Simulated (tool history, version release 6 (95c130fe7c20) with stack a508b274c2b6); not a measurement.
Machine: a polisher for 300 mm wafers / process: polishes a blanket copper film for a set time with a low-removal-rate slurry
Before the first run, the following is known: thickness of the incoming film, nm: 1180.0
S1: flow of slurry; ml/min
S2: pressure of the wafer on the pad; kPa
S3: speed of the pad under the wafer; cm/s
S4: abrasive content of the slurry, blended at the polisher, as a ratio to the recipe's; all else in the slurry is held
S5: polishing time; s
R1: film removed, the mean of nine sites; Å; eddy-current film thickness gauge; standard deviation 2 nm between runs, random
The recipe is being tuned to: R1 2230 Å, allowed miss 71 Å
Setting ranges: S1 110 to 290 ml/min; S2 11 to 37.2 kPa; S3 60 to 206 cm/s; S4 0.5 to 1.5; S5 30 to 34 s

run  hour   S1    S2   S3  S4  S5      R1
  1     0  185  24.1  132   1  34  1438.5
  2   0.5  185  25.5  132   1  34  1508.9
  3   3.2  185  26.9  132   1  34  1597.4
  4   4.8  155  26.9  132   1  34  1580.3
     10.7  -- head pressure recalibrated
  5  10.7  175  26.9  132   1  34  1755.5
  6  15.3  175  26.9  132   1  30  1539.2
  7  18.4  175  27.6  132   1  30  1568.3
  8  23.6  175  28.3  132   1  30    1609
  9    26  200  35.2  134   1  30  2017.6
 10  27.7  200  36.5  136   1  30  2136.5

Below are 4 possible settings for the next run. Only one of them brings all results inside the allowed miss of their targets. Which is it?
  A  29.4  220  37.2  118  0.95  32   ?
  B  29.4  220  35.9  144     1  30   ?
  C  29.4  210  35.2  134     1  30   ?
  D  29.4  160  37.2  126   0.7  34   ?

move      R1
   A  2027.6
   B  2238.6
   C  2043.1
   D    2063
A: lands further from the targets than the last run did
B: all results land within tolerance of their targets
C: lands further from the targets than the last run did
D: lands further from the targets than the last run did
Answer: B

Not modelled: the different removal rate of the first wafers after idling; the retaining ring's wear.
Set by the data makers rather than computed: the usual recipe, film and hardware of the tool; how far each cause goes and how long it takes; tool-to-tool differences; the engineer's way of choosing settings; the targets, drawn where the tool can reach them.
